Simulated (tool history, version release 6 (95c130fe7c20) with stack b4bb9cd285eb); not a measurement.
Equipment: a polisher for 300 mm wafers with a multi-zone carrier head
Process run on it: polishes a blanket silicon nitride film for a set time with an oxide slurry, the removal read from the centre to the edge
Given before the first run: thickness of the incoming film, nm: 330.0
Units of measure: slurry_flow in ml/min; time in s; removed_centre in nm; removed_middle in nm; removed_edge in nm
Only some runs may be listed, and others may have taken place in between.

run,hour,slurry_flow,centre_zone,middle_zone,edge_zone,slurry_solids,time,removed_centre,removed_middle,removed_edge
1,0.0,275,1.00,1.00,1.00,1.00,71,80.484,81.719,80.211
2,3.3,275,1.00,0.92,1.00,1.00,71,80.670,75.918,80.470
3,11.6,275,1.07,0.92,1.00,1.00,71,86.350,74.951,79.335
4,17.9,275,1.07,0.92,1.00,0.90,71,81.718,72.640,74.925
5,24.1,275,1.07,0.92,0.97,0.80,71,77.418,68.332,69.384
6,30.8,270,1.07,0.93,0.94,0.75,71,74.388,64.902,68.290
7,32.0,280,1.09,0.96,0.95,0.70,70,72.593,63.751,64.031

Expected results for the next run?
8,34.4,285,1.10,0.99,0.94,0.65,70,?,?,?

removed_centre: 70.253 nm
removed_middle: 64.237 nm
removed_edge: 60.463 nm
